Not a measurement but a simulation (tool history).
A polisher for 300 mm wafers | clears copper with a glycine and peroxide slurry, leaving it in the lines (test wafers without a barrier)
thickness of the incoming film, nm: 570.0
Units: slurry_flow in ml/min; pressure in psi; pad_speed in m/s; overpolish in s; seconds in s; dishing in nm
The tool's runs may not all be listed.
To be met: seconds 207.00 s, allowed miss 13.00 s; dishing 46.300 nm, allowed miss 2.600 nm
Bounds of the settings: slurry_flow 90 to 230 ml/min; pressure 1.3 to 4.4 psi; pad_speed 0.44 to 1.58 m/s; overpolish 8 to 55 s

run  hour  slurry_flow  pressure  pad_speed  overpolish  seconds  dishing
  1   0.0          150       2.8       1.00          28   116.99   51.057
  2   8.4          150       2.8       1.12          28   108.40   53.555
  3  12.4          150       2.3       1.12          28   127.81   49.027
  4  17.6          150       1.7       1.12          28   159.91   43.698
  5  21.3          150       1.6       1.08          32   165.71   45.306
  6  25.3          150       1.3       1.08          32   191.54   42.480
  7  26.0          150       1.3       1.06          34   190.77   44.142
  8  28.0          150       1.3       1.02          35   201.03   44.680
     31.8  -- head pressure recalibrated
  9  31.8          150       1.3       1.02          36   190.50   46.651

5 next moves are on the table. One of them brings every result within its allowed miss. Which?
  A  35.6          135       1.5       1.04          40        ?        ?
  B  35.6          165       1.3       0.70          52        ?        ?
  C  35.6          125       1.6       1.20          28        ?        ?
  D  35.6          145       1.6       0.96          40        ?        ?
  E  35.6          115       1.4       0.92          40        ?        ?

move  seconds  dishing
   A   173.25   48.315
   B   238.28   49.357
   C   151.38   43.523
   D   174.18   48.778
   E   203.94   45.615
A: further off than the last run
B: takes the result that was furthest off past its target
C: further off than the last run
D: further off than the last run
E: meets every target
Move E is the one to make.
